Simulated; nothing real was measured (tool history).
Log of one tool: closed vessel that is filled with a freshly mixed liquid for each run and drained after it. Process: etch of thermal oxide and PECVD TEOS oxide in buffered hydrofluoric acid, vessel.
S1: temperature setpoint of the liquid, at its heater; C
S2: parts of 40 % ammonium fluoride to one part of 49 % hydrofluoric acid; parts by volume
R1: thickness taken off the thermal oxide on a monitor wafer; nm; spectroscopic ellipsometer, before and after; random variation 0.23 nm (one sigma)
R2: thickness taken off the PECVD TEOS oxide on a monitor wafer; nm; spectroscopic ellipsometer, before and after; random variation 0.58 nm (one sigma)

{"run": 1, "hour": 0.0, "S1": 22.0, "S2": 10.5, "time in the liquid (s)": 60, "R1": 64.27, "R2": 130.95}
{"run": 2, "hour": 7.7, "S1": 21.5, "S2": 10.5, "time in the liquid (s)": 60, "R1": 62.657, "R2": 128.23}
{"run": 3, "hour": 8.8, "S1": 21.5, "S2": 10.5, "time in the liquid (s)": 70, "R1": 73.472, "R2": 149.85}
{"run": 4, "hour": 11.7, "S1": 23.0, "S2": 10.5, "time in the liquid (s)": 70, "R1": 79.163, "R2": 163.66}
{"run": 5, "hour": 16.0, "S1": 21.5, "S2": 10.5, "time in the liquid (s)": 70, "R1": 72.794, "R2": 149.9}
{"run": 6, "hour": 19.1, "S1": 20.5, "S2": 10.5, "time in the liquid (s)": 70, "R1": 69.248, "R2": 140.86}
{"run": 7, "hour": 19.7, "S1": 20.0, "S2": 10.5, "time in the liquid (s)": 70, "R1": 67.072, "R2": 137.42}
{"run": 8, "hour": 26.1, "S1": 19.5, "S2": 10.5, "time in the liquid (s)": 70, "R1": 65.661, "R2": 133.62}
{"run": 9, "hour": 29.3, "S1": 19.0, "S2": 10.5, "time in the liquid (s)": 70, "R1": 63.913, "R2": 129.19}

Forecast run 10:
{"run": 10, "hour": 31.3, "S1": 18.5, "S2": 10.5, "time in the liquid (s)": 70, "R1": "?", "R2": "?"}

Run 10 gave R1 61.886 nm, R2 126.75 nm.

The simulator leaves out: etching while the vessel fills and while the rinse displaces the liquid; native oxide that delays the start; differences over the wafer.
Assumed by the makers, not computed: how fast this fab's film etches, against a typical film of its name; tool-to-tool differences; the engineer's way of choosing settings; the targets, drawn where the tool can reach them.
